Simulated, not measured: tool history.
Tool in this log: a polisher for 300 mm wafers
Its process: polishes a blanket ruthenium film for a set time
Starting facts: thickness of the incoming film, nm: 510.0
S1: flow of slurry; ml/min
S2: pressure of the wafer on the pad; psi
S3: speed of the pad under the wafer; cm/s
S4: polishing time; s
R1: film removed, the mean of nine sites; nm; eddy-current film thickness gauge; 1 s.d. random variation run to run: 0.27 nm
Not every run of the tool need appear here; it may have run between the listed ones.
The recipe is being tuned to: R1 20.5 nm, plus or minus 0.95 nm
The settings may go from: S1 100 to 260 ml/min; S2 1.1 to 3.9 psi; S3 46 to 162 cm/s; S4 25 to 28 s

| run | hour | S1 | S2 | S3 | S4 | R1 |
|---|---|---|---|---|---|---|
| 1 | 0 | 165 | 2.5 | 104 | 28 | 29.622 |
| 2 | 2.4 | 190 | 2.5 | 104 | 28 | 30.378 |
| 3 | 4.6 | 190 | 2.3 | 104 | 28 | 29.246 |
| 4 | 12.5 | 190 | 2.3 | 124 | 28 | 32.309 |
| 5 | 14.9 | 190 | 2.8 | 124 | 28 | 37.578 |
| 6 | 16.2 | 190 | 2.8 | 124 | 28 | 37.679 |
| 7 | 20.7 | 190 | 2.4 | 120 | 28 | 32.895 |
| 8 | 21.9 | 185 | 2.1 | 116 | 28 | 28.447 |
| 9 | 28.6 | 180 | 1.9 | 114 | 28 | 26.522 |
| 10 | 32.3 | 180 | 1.2 | 110 | 28 | 18.842 |

Which one of the following 5 next-run settings gets every result inside its allowed miss? There is exactly one.
| A | 36 | 175 | 1.6 | 114 | 28 | ? |
| B | 36 | 175 | 1.3 | 114 | 28 | ? |
| C | 36 | 225 | 1.4 | 120 | 28 | ? |
| D | 36 | 250 | 1.9 | 90 | 28 | ? |
| E | 36 | 180 | 2 | 88 | 28 | ? |

| move | R1 |
|---|---|
| A | 23.595 |
| B | 20.656 |
| C | 23.325 |
| D | 23.212 |
| E | 22.689 |
A: takes the result that was furthest off past its target
B: all results land within tolerance of their targets
C: takes the result that was furthest off past its target
D: takes the result that was furthest off past its target
E: takes the result that was furthest off past its target
Answer: B
